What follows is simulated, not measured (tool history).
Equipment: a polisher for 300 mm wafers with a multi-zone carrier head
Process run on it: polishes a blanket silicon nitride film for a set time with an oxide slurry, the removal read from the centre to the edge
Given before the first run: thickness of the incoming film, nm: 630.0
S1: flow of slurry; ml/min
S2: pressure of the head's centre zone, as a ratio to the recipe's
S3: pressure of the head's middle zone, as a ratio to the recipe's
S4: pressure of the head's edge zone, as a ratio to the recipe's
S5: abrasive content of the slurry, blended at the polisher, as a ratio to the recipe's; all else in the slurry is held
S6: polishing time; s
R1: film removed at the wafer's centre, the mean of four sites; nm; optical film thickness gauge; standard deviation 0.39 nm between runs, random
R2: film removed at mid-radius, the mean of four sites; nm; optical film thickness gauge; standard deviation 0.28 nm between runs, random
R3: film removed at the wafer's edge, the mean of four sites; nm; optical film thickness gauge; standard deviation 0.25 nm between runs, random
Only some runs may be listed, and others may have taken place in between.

run,hour,S1,S2,S3,S4,S5,S6,R1,R2,R3
1,0,175,1,1,1,1,68,33.847,34.088,33.121
2,7.9,155,1,1,1,1,68,32.674,33.667,33.004
3,13.1,160,1,1,1.03,1,68,33.638,33.673,33.531
4,17.9,160,1,1,0.96,1,68,33.287,34.425,32.635
5,24.1,160,1,1.06,0.96,1,68,32.912,35.651,32.343
6,27.7,160,1,1.06,0.96,1,55,26.349,28.659,26.19

Run 7 has not been measured yet. What should we expect?
7,31.4,160,1,1.05,0.99,1.1,55,?,?,?

{"run 7": {"R1": 27.964, "R2": 29.81, "R3": 27.568}}

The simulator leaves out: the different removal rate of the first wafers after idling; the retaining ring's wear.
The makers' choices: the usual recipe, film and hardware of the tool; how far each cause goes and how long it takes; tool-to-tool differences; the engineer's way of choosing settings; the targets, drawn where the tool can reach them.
